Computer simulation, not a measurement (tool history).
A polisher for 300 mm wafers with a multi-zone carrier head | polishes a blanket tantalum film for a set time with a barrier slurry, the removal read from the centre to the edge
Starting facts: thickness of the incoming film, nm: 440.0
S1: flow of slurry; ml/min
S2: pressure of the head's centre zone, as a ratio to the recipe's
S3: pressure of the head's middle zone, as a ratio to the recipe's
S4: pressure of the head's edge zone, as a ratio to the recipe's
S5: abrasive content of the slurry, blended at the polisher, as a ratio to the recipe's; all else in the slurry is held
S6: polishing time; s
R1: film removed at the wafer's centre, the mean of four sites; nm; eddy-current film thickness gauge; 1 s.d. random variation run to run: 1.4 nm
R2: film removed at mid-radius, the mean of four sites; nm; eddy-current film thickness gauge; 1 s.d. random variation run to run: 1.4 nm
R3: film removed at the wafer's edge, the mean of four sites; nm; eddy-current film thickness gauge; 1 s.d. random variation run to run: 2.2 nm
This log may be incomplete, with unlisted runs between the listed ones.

Run 1, hour 0: S1 215 ml/min, S2 1, S3 1, S4 1, S5 1, S6 64 s. Result: R1 119.94 nm, R2 121.89 nm, R3 121.84 nm.
Run 2, hour 6.7: S1 225 ml/min, S2 0.99, S3 1.04, S4 1.03, S5 1.1, S6 64 s. Result: R1 124.01 nm, R2 129.95 nm, R3 127.62 nm.
Run 3, hour 8.1: S1 230 ml/min, S2 0.98, S3 1.07, S4 1.06, S5 1.15, S6 64 s. Result: R1 121.67 nm, R2 135.77 nm, R3 130.67 nm.
Run 4, hour 16.1: S1 235 ml/min, S2 0.98, S3 1.09, S4 1.08, S5 1.2, S6 64 s. Result: R1 124.96 nm, R2 135.8 nm, R3 131.79 nm.
Run 5, hour 22.8: S1 235 ml/min, S2 0.98, S3 1.09, S4 1.08, S5 1.05, S6 64 s. Result: R1 119.01 nm, R2 131.41 nm, R3 126.53 nm.
Run 6, hour 24.4: S1 235 ml/min, S2 0.98, S3 1.09, S4 1.08, S5 1.05, S6 70 s. Result: R1 132.09 nm, R2 143.37 nm, R3 143.67 nm.
Run 7, hour 29.8: S1 240 ml/min, S2 0.97, S3 1.11, S4 1.08, S5 1.1, S6 70 s. Result: R1 133.08 nm, R2 151.03 nm, R3 143.89 nm.
Run 8, hour 35.4: S1 245 ml/min, S2 0.96, S3 1.12, S4 1.08, S5 1.1, S6 70 s. Result: R1 131.03 nm, R2 147.45 nm, R3 139.31 nm.

Expected results for the next run?
Run 9, hour 39.5: S1 240 ml/min, S2 0.96, S3 1.13, S4 1.09, S5 1.15, S6 70 s. Result: R1 ?, R2 ?, R3 ?.

R1: 130.74 nm
R2: 152.12 nm
R3: 147.6 nm
